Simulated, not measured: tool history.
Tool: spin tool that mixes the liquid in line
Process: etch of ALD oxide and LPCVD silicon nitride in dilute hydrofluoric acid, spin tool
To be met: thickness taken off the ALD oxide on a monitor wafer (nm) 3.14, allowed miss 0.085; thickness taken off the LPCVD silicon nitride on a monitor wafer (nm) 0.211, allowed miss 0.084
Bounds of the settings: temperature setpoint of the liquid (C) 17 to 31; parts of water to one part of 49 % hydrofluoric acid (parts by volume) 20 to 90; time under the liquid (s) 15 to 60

run	day	temperature setpoint of the liquid (C)	parts of water to one part of 49 % hydrofluoric acid (parts by volume)	time under the liquid (s)	thickness taken off the ALD oxide on a monitor wafer (nm)	thickness taken off the LPCVD silicon nitride on a monitor wafer (nm)
1	0	23	50	30	5.22	0.29314
2	0.058	22	55	30	4.461	0.31879
3	0.179	21.5	55	30	4.3758	0.29843
4	0.517	25	55	30	5.0928	0.33119
5	0.671	25	65	30	4.2168	0.32425
6	1	23.5	65	30	3.9595	0.21916
7	1.342	22.5	65	30	3.8557	0.30019
8	1.442	21.5	65	30	3.6535	0.23044
9	1.521	20.5	65	30	3.5664	0.19559

Which of these 5 next moves meets every target?
A	1.6	21	70	30	?	?
B	1.6	26.5	50	15	?	?
C	1.6	23	80	30	?	?
D	1.6	26	65	20	?	?
E	1.6	21.5	60	25	?	?

move	thickness taken off the ALD oxide on a monitor wafer (nm)	thickness taken off the LPCVD silicon nitride on a monitor wafer (nm)
A	3.3196	0.20957
B	2.987	0.21101
C	3.115	0.21053
D	2.9409	0.21021
E	3.3355	0.2101
A: nearer than the last run, and not there yet
B: takes the result that was furthest off past its target
C: meets every target
D: takes the result that was furthest off past its target
E: nearer than the last run, and not there yet
The right move is C.

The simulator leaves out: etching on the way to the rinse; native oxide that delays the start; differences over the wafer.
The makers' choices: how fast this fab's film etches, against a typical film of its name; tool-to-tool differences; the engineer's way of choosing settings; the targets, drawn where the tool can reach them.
